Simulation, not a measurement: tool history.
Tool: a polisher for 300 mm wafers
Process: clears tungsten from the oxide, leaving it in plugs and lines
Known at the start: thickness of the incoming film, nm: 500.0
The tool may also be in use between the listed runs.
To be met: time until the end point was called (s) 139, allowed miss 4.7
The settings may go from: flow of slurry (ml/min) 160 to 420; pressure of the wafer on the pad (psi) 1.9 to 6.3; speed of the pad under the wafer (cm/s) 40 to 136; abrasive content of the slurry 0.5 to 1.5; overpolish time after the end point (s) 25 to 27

run  hour  flow of slurry (ml/min)  pressure of the wafer on the pad (psi)  speed of the pad under the wafer (cm/s)  abrasive content of the slurry  overpolish time after the end point (s)  time until the end point was called (s)
  1     0                      270                                     4.1                                       88                               1                                       25                                   101.61
  2   6.7                      270                                     3.8                                       88                               1                                       25                                   105.96
  3   8.2                      270                                     3.4                                       88                               1                                       25                                   113.73
  4  14.2                      270                                     3.2                                       88                               1                                       25                                      117
  5  21.4                      270                                       3                                       88                               1                                       25                                   118.31
  6  22.8                      270                                     2.8                                       88                               1                                       25                                   125.73
  7    24                      270                                     2.7                                       88                               1                                       25                                   124.16
  8  24.8                      270                                     2.5                                       88                               1                                       25                                   130.56
  9  28.8                      270                                     2.4                                       88                               1                                       25                                   135.81

5 next moves are on the table. One of them brings every result within its allowed miss. Which?
  A  32.8                      315                                     2.5                                       92                             0.9                                       25                                        ?
  B  32.8                      290                                     2.2                                       92                            0.85                                       26                                        ?
  C  32.8                      305                                     2.4                                       94                            0.95                                       27                                        ?
  D  32.8                      280                                     2.6                                       82                             1.1                                       25                                        ?
  E  32.8                      310                                     1.9                                       88                            0.95                                       25                                        ?

move  time until the end point was called (s)
   A                                   126.32
   B                                   136.19
   C                                   126.33
   D                                   129.82
   E                                   145.52
A: further off than the last run
B: meets every target
C: further off than the last run
D: further off than the last run
E: takes the result that was furthest off past its target
Move B is the one to make.

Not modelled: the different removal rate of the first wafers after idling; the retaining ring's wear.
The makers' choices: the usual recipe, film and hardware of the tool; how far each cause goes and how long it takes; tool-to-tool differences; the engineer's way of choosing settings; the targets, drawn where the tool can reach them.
